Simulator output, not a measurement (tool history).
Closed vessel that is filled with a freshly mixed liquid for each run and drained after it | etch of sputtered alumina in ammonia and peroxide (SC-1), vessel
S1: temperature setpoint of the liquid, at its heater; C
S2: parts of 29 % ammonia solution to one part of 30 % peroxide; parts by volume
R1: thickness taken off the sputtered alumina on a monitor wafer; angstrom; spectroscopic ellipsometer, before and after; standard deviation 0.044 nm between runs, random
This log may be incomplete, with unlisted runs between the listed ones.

Run 1, hour 0.0: S1 62.0 C, S2 0.70 parts by volume, time in the liquid (s) 55. Result: R1 52.067 angstrom.
Run 2, hour 8.1: S1 63.0 C, S2 0.70 parts by volume, time in the liquid (s) 55. Result: R1 54.112 angstrom.
Run 3, hour 8.9: S1 63.5 C, S2 0.70 parts by volume, time in the liquid (s) 55. Result: R1 55.958 angstrom.
Run 4, hour 13.8: S1 64.0 C, S2 0.70 parts by volume, time in the liquid (s) 55. Result: R1 57.105 angstrom.
Run 5, hour 19.8: S1 64.5 C, S2 0.70 parts by volume, time in the liquid (s) 55. Result: R1 58.418 angstrom.
Run 6, hour 27.9: S1 64.5 C, S2 0.85 parts by volume, time in the liquid (s) 55. Result: R1 59.942 angstrom.

What does the tool deliver on the next run?
Run 7, hour 35.2: S1 65.0 C, S2 0.85 parts by volume, time in the liquid (s) 55. Result: R1 ?.

Run 7 yielded R1 61.067 angstrom.
